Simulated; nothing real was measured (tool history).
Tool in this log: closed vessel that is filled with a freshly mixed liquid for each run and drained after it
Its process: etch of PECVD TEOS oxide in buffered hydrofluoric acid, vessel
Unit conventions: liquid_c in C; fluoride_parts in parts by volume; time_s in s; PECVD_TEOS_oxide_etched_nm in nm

| run | hour | liquid_c | fluoride_parts | time_s | PECVD_TEOS_oxide_etched_nm |
|---|---|---|---|---|---|
| 1 | 0.0 | 21.0 | 11.5 | 90 | 275.59 |
| 2 | 1.1 | 21.0 | 11.5 | 95 | 290.14 |
| 3 | 4.4 | 21.0 | 11.5 | 90 | 267.74 |
| 4 | 6.1 | 22.5 | 11.5 | 90 | 290.38 |
| 5 | 9.2 | 20.0 | 11.5 | 90 | 259.64 |
| 6 | 13.5 | 21.5 | 11.0 | 90 | 288.22 |
| 7 | 19.1 | 21.5 | 11.0 | 90 | 287.98 |
| 8 | 23.9 | 21.5 | 11.0 | 90 | 288.77 |

Estimate the outcome of run 9 from the log above:
| 9 | 31.2 | 22.5 | 11.0 | 90 | ? |

PECVD_TEOS_oxide_etched_nm: 309.53 nm
